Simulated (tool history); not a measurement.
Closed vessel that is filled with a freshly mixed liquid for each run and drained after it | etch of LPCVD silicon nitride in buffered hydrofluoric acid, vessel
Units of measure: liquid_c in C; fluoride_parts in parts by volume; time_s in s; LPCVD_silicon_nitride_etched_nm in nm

run	hour	liquid_c	fluoride_parts	time_s	LPCVD_silicon_nitride_etched_nm
1	0.0	21.0	8.5	690	10.0530
2	4.6	20.0	8.5	690	9.6991
3	8.8	19.5	9.0	690	8.5843
4	12.2	19.5	7.0	690	11.3120
5	15.7	19.5	7.0	690	11.2450
6	16.4	19.5	7.0	690	11.1900
7	22.9	19.0	7.5	690	10.3690
8	27.9	18.5	8.0	690	9.4187
9	34.4	18.0	8.5	690	8.5909

What does the tool deliver on the next run?
10	39.5	17.5	9.0	690	?

LPCVD_silicon_nitride_etched_nm: 7.7496 nm
